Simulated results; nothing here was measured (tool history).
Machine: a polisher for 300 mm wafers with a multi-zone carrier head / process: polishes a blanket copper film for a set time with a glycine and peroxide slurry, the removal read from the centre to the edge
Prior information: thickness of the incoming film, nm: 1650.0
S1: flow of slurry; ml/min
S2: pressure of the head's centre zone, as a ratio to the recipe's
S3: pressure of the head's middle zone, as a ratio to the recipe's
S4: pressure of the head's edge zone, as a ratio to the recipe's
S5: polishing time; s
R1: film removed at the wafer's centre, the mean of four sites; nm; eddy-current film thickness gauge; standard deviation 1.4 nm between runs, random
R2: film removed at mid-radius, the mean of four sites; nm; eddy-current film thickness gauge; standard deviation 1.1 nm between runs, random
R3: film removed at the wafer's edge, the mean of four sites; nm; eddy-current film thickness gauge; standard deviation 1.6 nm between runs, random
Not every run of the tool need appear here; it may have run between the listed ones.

run    day   S1    S2    S3    S4  S5      R1      R2      R3
  1  0.000  155  1.00  1.00  1.00  38  171.57  176.09  176.44
  2  0.038  155  1.00  1.00  0.97  35  156.67  162.30  163.62
  3  0.058  155  1.02  1.02  0.95  32  146.45  150.89  150.59
  4  0.083  155  1.04  1.04  0.92  30  143.15  142.42  136.37
  5  0.246  155  1.04  1.04  0.87  30  139.08  141.63  133.77
  6  0.279  155  0.96  1.04  0.87  30  130.72  143.78  134.87
  7  0.321  150  0.98  1.05  0.86  29  126.36  139.63  131.55

What will run 8 give?
  8  0.492  150  1.00  1.06  0.85  28   ?   ?   ?

Run 8 gave R1 126.75 nm, R2 133.41 nm, R3 122.32 nm.
